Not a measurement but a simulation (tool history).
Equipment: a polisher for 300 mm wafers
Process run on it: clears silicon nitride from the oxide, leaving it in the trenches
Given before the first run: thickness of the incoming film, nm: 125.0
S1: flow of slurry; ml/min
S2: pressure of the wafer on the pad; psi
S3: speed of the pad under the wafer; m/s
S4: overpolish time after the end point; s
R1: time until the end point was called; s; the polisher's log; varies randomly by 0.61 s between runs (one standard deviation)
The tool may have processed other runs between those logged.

run  hour   S1   S2    S3  S4       R1
  1   0.0  235  3.1  1.30   8  103.960
  2   3.0  235  3.1  1.52   8   89.204
  3   3.9  235  3.1  1.52   8   89.714
  4  11.2  235  3.1  1.40   8   97.110
  5  14.1  240  3.3  1.40   8   90.629
  6  22.4  245  3.4  1.40   8   87.393
  7  28.0  250  3.5  1.40   8   85.064
  8  30.3  250  3.6  1.40   8   82.251
  9  33.9  250  3.7  1.40   8   81.942

Forecast run 10:
 10  37.3  260  3.8  1.40   8   ?

Run 10 gave R1 78.080 s.

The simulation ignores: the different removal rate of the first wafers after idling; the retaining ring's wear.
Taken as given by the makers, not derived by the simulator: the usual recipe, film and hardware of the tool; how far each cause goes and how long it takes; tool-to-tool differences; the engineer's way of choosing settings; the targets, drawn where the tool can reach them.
